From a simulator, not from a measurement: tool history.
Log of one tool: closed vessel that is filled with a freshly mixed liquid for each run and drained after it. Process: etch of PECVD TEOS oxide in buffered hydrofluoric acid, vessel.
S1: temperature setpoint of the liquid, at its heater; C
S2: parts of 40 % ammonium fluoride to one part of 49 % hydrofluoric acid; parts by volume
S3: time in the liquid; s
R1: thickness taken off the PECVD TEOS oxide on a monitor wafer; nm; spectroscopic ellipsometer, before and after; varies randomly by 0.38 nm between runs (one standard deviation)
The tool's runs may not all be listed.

run	hour	S1	S2	S3	R1
1	0	25	17	100	73.467
2	7.8	25	14.5	100	85.089
3	8.8	28.5	14.5	100	102.91
4	15.5	28	14.5	100	100.43
5	16.5	28	12.5	100	116.72
6	25.2	28	8.5	100	163.69
7	28.7	25.5	8.5	100	142.06
8	35.1	23.5	8.5	100	129.29
9	42.7	22	8.5	100	118.47
10	45.2	21	8.5	100	112.07

Run 11, settings as shown, results not yet in. Your forecast:
11	48.3	17	8.5	100	?

Run 11 gave R1 89.459 nm.
